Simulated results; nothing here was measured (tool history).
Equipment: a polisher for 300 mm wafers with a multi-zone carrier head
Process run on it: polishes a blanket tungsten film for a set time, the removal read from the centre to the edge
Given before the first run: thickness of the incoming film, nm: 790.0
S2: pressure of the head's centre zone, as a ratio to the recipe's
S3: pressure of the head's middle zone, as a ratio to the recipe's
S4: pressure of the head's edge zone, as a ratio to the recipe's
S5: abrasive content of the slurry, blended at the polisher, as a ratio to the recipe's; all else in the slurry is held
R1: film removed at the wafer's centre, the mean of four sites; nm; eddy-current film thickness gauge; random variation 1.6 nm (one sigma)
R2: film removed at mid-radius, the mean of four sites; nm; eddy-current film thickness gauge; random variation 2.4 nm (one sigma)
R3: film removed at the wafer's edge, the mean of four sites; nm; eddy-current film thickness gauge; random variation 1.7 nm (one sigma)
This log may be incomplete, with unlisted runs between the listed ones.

Run 1, hour 0.0: flow of slurry (ml/min) 200, S2 1.00, S3 1.00, S4 1.00, S5 1.00, polishing time (s) 41. Result: R1 279.49 nm, R2 278.81 nm, R3 272.40 nm.
Run 2, hour 2.1: flow of slurry (ml/min) 160, S2 1.00, S3 1.00, S4 1.00, S5 1.00, polishing time (s) 41. Result: R1 269.14 nm, R2 264.73 nm, R3 263.25 nm.
Run 3, hour 7.6: flow of slurry (ml/min) 160, S2 1.00, S3 1.00, S4 1.00, S5 1.00, polishing time (s) 35. Result: R1 228.61 nm, R2 224.47 nm, R3 222.37 nm.
Run 4, hour 14.3: flow of slurry (ml/min) 155, S2 0.97, S3 1.00, S4 0.98, S5 0.90, polishing time (s) 35. Result: R1 215.05 nm, R2 221.28 nm, R3 220.21 nm.
Run 5, hour 15.9: flow of slurry (ml/min) 155, S2 0.94, S3 1.00, S4 0.98, S5 0.90, polishing time (s) 35. Result: R1 211.12 nm, R2 214.59 nm, R3 220.74 nm.
Run 6, hour 18.0: flow of slurry (ml/min) 155, S2 0.88, S3 1.00, S4 0.98, S5 0.90, polishing time (s) 35. Result: R1 195.35 nm, R2 223.31 nm, R3 218.81 nm.
Run 7, hour 18.8: flow of slurry (ml/min) 155, S2 0.88, S3 1.01, S4 0.96, S5 0.85, polishing time (s) 34. Result: R1 186.61 nm, R2 218.61 nm, R3 210.44 nm.

The next listed run, before its measurement:
Run 8, hour 22.0: flow of slurry (ml/min) 155, S2 0.89, S3 1.01, S4 0.94, S5 0.80, polishing time (s) 33. Result: R1 ?, R2 ?, R3 ?.

{"run 8": {"R1": 182.29, "R2": 204.28, "R3": 202.02}}

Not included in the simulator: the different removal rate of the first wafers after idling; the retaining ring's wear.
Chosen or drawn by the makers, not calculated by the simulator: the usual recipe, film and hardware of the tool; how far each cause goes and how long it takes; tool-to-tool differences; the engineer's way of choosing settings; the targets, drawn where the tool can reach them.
